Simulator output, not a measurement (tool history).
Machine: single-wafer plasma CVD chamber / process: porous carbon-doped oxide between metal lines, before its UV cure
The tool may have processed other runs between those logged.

run	day	heater temperature setpoint (deg C)	RF power (W)	deposition time (s)	mean film thickness on the monitor wafer (nm)
1	0	295	600	34.5	214.32
2	0.171	300	560	34.5	195.85
3	0.292	300	500	34.5	180.49
4	0.325	304	495	34.5	175.93
5	0.683	307	490	34.5	171.79
6	1.004	309	485	34.5	166.07
7	1.221	311	485	34.5	166.14

Forecast run 8:
8	1.267	313	480	34.5	?

Run 8 gave mean film thickness on the monitor wafer (nm) 162.97.
